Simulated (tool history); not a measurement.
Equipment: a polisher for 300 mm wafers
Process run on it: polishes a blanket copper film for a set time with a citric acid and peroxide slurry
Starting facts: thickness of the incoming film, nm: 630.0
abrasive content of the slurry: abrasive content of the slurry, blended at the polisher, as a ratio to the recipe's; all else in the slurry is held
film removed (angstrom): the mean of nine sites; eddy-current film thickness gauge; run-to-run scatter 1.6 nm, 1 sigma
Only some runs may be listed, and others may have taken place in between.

run  hour  flow of slurry (ml/min)  pressure of the wafer on the pad (kPa)  speed of the pad under the wafer (cm/s)  abrasive content of the slurry  polishing time (s)  film removed (angstrom)
  1   0.0                      265                                    17.9                                      102                             1.0                  95                   1972.8
  2   3.5                      265                                    16.5                                      102                             1.0                  95                   1846.2
  3  12.0                      265                                    16.5                                       92                             1.0                  95                   1710.5
  4  15.8                      265                                    15.2                                       92                             1.0                  95                   1579.8
  5  23.3                      265                                    15.2                                       92                             0.9                  95                   1515.2
  6  29.0                      265                                    15.2                                       92                             0.9                  95                   1526.9

Run 7, settings as shown, results not yet in. Your forecast:
  7  32.0                      265                                    14.5                                       92                             0.9                  95                        ?

film removed (angstrom): 1446.9
